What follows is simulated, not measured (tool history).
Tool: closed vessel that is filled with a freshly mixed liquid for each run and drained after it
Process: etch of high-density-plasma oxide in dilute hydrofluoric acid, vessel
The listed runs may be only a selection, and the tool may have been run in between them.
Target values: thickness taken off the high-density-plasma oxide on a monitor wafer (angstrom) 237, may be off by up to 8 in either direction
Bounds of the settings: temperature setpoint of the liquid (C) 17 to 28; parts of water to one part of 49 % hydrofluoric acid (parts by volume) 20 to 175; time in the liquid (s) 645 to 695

run	hour	temperature setpoint of the liquid (C)	parts of water to one part of 49 % hydrofluoric acid (parts by volume)	time in the liquid (s)	thickness taken off the high-density-plasma oxide on a monitor wafer (angstrom)
1	0	20	95	645	274.48
2	2.1	20	95	695	304.94
3	9	19.5	95	695	293.22
4	16.1	19.5	95	645	271.16
5	25	21.5	95	645	295.95
6	27.4	23.5	95	645	315.01
7	32.1	23.5	95	645	316.88
8	36.1	19.5	100	645	253.21
9	39	18.5	100	645	245.5

Of the 4 settings listed for the next run, only one would bring every result within its allowed miss of target. Which one?
A	41.9	19	105	695	?
B	41.9	17	105	695	?
C	41.9	17.5	95	695	?
D	41.9	17.5	100	695	?

move	thickness taken off the high-density-plasma oxide on a monitor wafer (angstrom)
A	252.47
B	232.27
C	264.94
D	250.37
A: misses by more than the last run did
B: meets every target
C: misses by more than the last run did
D: misses by more than the last run did
Correct choice: B, which meets every target
